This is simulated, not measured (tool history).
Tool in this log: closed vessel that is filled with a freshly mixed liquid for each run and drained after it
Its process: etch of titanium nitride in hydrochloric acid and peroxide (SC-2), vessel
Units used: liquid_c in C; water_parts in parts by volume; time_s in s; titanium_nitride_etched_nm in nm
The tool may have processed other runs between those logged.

{"run": 1, "day": 0.0, "liquid_c": 56.0, "water_parts": 6.5, "time_s": 150, "titanium_nitride_etched_nm": 7.7992}
{"run": 2, "day": 0.042, "liquid_c": 50.5, "water_parts": 6.5, "time_s": 150, "titanium_nitride_etched_nm": 5.2748}
{"run": 3, "day": 0.183, "liquid_c": 50.5, "water_parts": 6.5, "time_s": 150, "titanium_nitride_etched_nm": 5.4312}
{"run": 4, "day": 0.4, "liquid_c": 55.5, "water_parts": 6.5, "time_s": 150, "titanium_nitride_etched_nm": 7.3546}
{"run": 5, "day": 0.738, "liquid_c": 55.5, "water_parts": 6.5, "time_s": 160, "titanium_nitride_etched_nm": 7.9761}
{"day": 1.108, "done": "new drum of peroxide connected"}
{"run": 6, "day": 1.108, "liquid_c": 58.5, "water_parts": 6.5, "time_s": 160, "titanium_nitride_etched_nm": 9.9913}

Predict the results of run 7:
{"run": 7, "day": 1.175, "liquid_c": 60.5, "water_parts": 6.5, "time_s": 160, "titanium_nitride_etched_nm": "?"}

titanium_nitride_etched_nm: 11.4350 nm
